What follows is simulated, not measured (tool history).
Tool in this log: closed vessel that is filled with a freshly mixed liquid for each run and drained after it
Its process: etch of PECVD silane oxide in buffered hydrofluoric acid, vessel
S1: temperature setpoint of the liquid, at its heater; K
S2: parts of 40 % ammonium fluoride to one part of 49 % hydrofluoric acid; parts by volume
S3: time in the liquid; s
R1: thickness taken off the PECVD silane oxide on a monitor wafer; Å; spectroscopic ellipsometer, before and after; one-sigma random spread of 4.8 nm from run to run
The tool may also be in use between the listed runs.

{"run": 1, "hour": 0.0, "S1": 297.15, "S2": 8.5, "S3": 90, "R1": 4795.5}
{"run": 2, "hour": 5.4, "S1": 299.65, "S2": 8.5, "S3": 90, "R1": 5481.8}
{"run": 3, "hour": 12.3, "S1": 301.15, "S2": 8.5, "S3": 90, "R1": 6028.5}
{"run": 4, "hour": 18.5, "S1": 301.15, "S2": 8.5, "S3": 90, "R1": 5966.5}
{"run": 5, "hour": 19.6, "S1": 302.15, "S2": 8.5, "S3": 90, "R1": 6282.9}
{"run": 6, "hour": 28.5, "S1": 302.15, "S2": 8.5, "S3": 100, "R1": 6973.3}
{"run": 7, "hour": 33.6, "S1": 302.65, "S2": 8.5, "S3": 100, "R1": 7164.4}
{"hour": 35.4, "done": "hydrofluoric acid flow meter replaced"}
{"run": 8, "hour": 35.4, "S1": 303.15, "S2": 8.5, "S3": 100, "R1": 6467.3}
{"run": 9, "hour": 40.2, "S1": 303.65, "S2": 8.0, "S3": 100, "R1": 7280.3}

Expected results for the next run?
{"run": 10, "hour": 45.4, "S1": 304.15, "S2": 8.0, "S3": 100, "R1": "?"}

{"run 10": {"R1": 7366.9}}
